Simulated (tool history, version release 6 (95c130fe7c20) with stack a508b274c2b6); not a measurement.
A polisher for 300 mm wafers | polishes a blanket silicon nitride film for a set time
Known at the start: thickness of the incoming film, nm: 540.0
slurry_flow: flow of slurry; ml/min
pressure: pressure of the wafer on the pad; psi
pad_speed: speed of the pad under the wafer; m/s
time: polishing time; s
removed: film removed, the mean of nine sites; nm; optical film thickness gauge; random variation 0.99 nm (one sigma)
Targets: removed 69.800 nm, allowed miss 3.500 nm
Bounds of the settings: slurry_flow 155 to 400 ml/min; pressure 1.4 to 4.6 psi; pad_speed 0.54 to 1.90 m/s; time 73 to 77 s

run,hour,slurry_flow,pressure,pad_speed,time,removed
1,0.0,255,3.0,1.22,73,132.450
2,7.2,255,3.7,1.22,73,160.910
3,9.3,255,3.7,1.22,73,158.570
4,10.0,250,3.0,1.10,73,122.220
5,15.0,250,2.5,1.02,73,95.570
6,21.9,250,2.5,1.20,73,111.100
7,27.5,250,2.5,1.20,73,113.330
8,31.5,245,1.7,0.98,73,66.407

Which of these 4 next moves meets every target?
A,35.5,275,1.7,0.86,75,?
B,35.5,225,1.9,0.80,73,?
C,35.5,230,1.6,0.96,73,?
D,35.5,240,1.6,1.10,75,?

move,removed
A,60.775
B,60.269
C,59.907
D,69.002
A: further off than the last run
B: further off than the last run
C: further off than the last run
D: meets every target
The right move is D.
